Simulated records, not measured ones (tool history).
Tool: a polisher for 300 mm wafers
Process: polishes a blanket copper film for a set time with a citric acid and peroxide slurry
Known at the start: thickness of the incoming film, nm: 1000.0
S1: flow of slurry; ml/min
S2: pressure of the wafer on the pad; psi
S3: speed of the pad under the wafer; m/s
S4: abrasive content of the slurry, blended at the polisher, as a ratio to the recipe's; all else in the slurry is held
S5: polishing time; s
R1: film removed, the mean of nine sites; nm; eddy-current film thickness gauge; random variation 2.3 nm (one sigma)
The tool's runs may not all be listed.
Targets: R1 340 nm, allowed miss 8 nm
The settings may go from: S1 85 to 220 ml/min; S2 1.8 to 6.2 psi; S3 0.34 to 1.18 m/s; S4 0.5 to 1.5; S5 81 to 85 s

{"run": 1, "hour": 0.0, "S1": 140, "S2": 4, "S3": 0.76, "S4": 1, "S5": 81, "R1": 207.42}
{"run": 2, "hour": 5.8, "S1": 155, "S2": 4.5, "S3": 0.76, "S4": 1, "S5": 81, "R1": 229.58}
{"run": 3, "hour": 9.1, "S1": 155, "S2": 4.5, "S3": 0.76, "S4": 0.85, "S5": 81, "R1": 217.74}
{"run": 4, "hour": 13.3, "S1": 155, "S2": 4.5, "S3": 0.76, "S4": 1.05, "S5": 81, "R1": 234.31}
{"run": 5, "hour": 19.0, "S1": 155, "S2": 4.5, "S3": 0.76, "S4": 1.15, "S5": 81, "R1": 240.34}
{"run": 6, "hour": 20.8, "S1": 155, "S2": 4.5, "S3": 0.76, "S4": 1.15, "S5": 85, "R1": 250.53}
{"run": 7, "hour": 29.2, "S1": 155, "S2": 4.9, "S3": 0.76, "S4": 1.15, "S5": 85, "R1": 266.72}
{"run": 8, "hour": 31.4, "S1": 165, "S2": 5.2, "S3": 0.76, "S4": 1.15, "S5": 85, "R1": 287.7}
{"run": 9, "hour": 34.6, "S1": 170, "S2": 5.4, "S3": 0.76, "S4": 1.15, "S5": 85, "R1": 292.38}
{"run": 10, "hour": 36.2, "S1": 170, "S2": 5.6, "S3": 0.76, "S4": 1.15, "S5": 85, "R1": 299.19}
{"run": 11, "hour": 39.4, "S1": 170, "S2": 5.8, "S3": 0.76, "S4": 1.15, "S5": 85, "R1": 312.09}
{"run": 12, "hour": 46.4, "S1": 170, "S2": 5.9, "S3": 0.76, "S4": 1.15, "S5": 85, "R1": 312.62}
{"run": 13, "hour": 54.7, "S1": 205, "S2": 6.1, "S3": 0.76, "S4": 1.15, "S5": 85, "R1": 330.64}

5 next moves are on the table. One of them brings every result within its allowed miss. Which?
{"run": "A", "hour": 63.0, "S1": 195, "S2": 6.2, "S3": 0.76, "S4": 1.05, "S5": 84, "R1": "?"}
{"run": "B", "hour": 63.0, "S1": 220, "S2": 6.1, "S3": 0.74, "S4": 1.15, "S5": 81, "R1": "?"}
{"run": "C", "hour": 63.0, "S1": 205, "S2": 5, "S3": 0.88, "S4": 1.45, "S5": 84, "R1": "?"}
{"run": "D", "hour": 63.0, "S1": 205, "S2": 6.2, "S3": 0.74, "S4": 0.95, "S5": 85, "R1": "?"}
{"run": "E", "hour": 63.0, "S1": 210, "S2": 6.2, "S3": 0.8, "S4": 1.15, "S5": 85, "R1": "?"}

move=A R1=323.23
move=B R1=312.76
move=C R1=343.95
move=D R1=310.84
move=E R1=355.01
A: further off than the last run
B: further off than the last run
C: meets every target
D: further off than the last run
E: takes the result that was furthest off past its target
The right move is C.
